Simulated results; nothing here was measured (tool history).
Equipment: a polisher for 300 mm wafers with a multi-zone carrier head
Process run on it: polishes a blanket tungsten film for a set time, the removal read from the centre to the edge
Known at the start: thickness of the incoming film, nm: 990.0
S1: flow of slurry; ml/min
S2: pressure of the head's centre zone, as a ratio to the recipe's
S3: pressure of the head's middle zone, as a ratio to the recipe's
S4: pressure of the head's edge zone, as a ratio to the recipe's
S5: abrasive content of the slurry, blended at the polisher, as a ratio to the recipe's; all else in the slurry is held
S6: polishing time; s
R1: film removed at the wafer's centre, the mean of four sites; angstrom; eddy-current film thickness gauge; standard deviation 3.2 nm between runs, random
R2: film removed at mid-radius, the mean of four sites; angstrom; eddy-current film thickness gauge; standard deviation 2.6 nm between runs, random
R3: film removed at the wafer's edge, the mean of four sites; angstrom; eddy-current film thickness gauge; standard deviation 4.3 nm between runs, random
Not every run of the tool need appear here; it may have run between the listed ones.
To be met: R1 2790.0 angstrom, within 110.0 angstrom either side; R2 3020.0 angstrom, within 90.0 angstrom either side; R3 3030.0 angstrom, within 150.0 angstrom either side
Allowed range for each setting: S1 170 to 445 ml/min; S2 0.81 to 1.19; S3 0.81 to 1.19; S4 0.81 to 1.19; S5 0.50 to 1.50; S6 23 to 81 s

run,hour,S1,S2,S3,S4,S5,S6,R1,R2,R3
1,0.0,285,1.00,1.00,1.00,1.00,52,3396.6,3414.0,3388.0
2,3.1,280,0.98,0.99,0.99,0.95,52,3211.6,3401.1,3220.6
3,7.0,280,0.98,0.99,0.99,0.95,62,3867.8,3981.9,3995.2
4,10.3,275,0.97,0.97,0.98,0.90,61,3620.4,3822.8,3759.4
5,11.3,275,0.97,0.97,0.98,1.10,61,3920.0,3939.3,3894.8
6,13.5,270,0.96,0.95,0.97,1.05,60,3650.5,3803.9,3836.6
7,14.6,270,0.96,0.94,0.96,0.95,59,3611.3,3695.4,3632.2
8,23.1,270,0.95,0.93,0.97,0.90,58,3402.0,3502.4,3554.4
9,27.0,270,0.94,0.92,0.96,0.85,58,3328.0,3393.4,3517.1
10,34.5,265,0.93,0.91,0.94,0.80,58,3245.4,3314.6,3332.5
11,37.7,235,0.83,0.83,0.91,0.70,58,2831.7,2945.0,3216.4

Below are 5 possible settings for the next run. Only one of them brings all results inside the allowed miss of their targets. Which is it?
A,40.9,215,0.82,0.84,0.99,0.60,61,?,?,?
B,40.9,220,0.96,0.94,0.97,0.50,59,?,?,?
C,40.9,245,0.83,0.81,0.96,0.70,59,?,?,?
D,40.9,220,0.84,0.87,0.84,0.95,54,?,?,?
E,40.9,250,0.89,0.81,0.94,0.75,57,?,?,?

move,R1,R2,R3
A,2747.6,2986.0,3366.8
B,2998.0,3045.3,3093.9
C,2832.5,2947.8,3363.5
D,2786.7,3041.1,3084.3
E,2991.1,2899.7,3275.2
A: further off than the last run
B: brings the last run's worst result on target, with another outside its allowed miss
C: further off than the last run
D: every result lands within tolerance
E: further off than the last run
Correct choice: D, which meets every target
